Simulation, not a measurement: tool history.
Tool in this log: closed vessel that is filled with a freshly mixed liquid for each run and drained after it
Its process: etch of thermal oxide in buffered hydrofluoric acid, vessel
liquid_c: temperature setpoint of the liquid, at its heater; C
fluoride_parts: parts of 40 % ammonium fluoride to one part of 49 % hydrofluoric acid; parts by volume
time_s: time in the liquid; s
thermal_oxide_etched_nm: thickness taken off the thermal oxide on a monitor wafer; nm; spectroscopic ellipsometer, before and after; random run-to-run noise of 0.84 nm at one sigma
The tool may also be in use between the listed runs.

run,day,liquid_c,fluoride_parts,time_s,thermal_oxide_etched_nm
1,0,22,19,90,49.409
2,0.075,22,16.5,90,55.895
3,0.267,24,16.5,90,64.03
4,0.396,24,16.5,90,63.345
5,0.679,25,16.5,90,67.361
6,0.729,25,19.5,90,57.086
7,0.962,26,19,90,62.478
8,1.2,27,18.5,90,66.012
9,1.408,27.5,18,90,70.52

The next listed run, before its measurement:
10,1.712,28,17.5,90,?

thermal_oxide_etched_nm: 74.488 nm
